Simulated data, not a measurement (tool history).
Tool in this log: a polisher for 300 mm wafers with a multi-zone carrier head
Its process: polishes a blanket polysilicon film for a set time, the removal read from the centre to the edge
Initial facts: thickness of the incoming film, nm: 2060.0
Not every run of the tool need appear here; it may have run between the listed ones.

run,hour,flow of slurry (ml/min),pressure of the head's centre zone,pressure of the head's middle zone,pressure of the head's edge zone,polishing time (s),film removed at the wafer's centre (Å),film removed at mid-radius (Å),film removed at the wafer's edge (Å)
1,0.0,130,1.00,1.00,1.00,83,5175.3,5419.2,5544.1
2,5.8,130,1.00,0.99,0.96,75,4784.1,5019.2,4957.5
3,13.5,130,1.00,0.99,0.96,57,3590.1,3717.4,3739.6
4,14.4,130,1.00,1.06,0.96,57,3610.6,3882.5,3825.9
5,15.9,130,1.00,1.06,0.96,68,4327.1,4745.7,4427.0
6,21.3,120,1.01,1.03,0.94,66,4107.2,4280.7,4308.8
7,23.0,120,1.01,1.02,0.92,64,4060.8,4163.0,4093.7
8,29.9,90,1.00,1.00,0.89,63,3505.0,3650.1,3778.6

The next listed run, before its measurement:
9,36.4,95,1.00,1.00,0.88,63,?,?,?

{"run 9": {"film removed at the wafer's centre (Å)": 3627.9, "film removed at mid-radius (Å)": 3834.2, "film removed at the wafer's edge (Å)": 3814.6}}

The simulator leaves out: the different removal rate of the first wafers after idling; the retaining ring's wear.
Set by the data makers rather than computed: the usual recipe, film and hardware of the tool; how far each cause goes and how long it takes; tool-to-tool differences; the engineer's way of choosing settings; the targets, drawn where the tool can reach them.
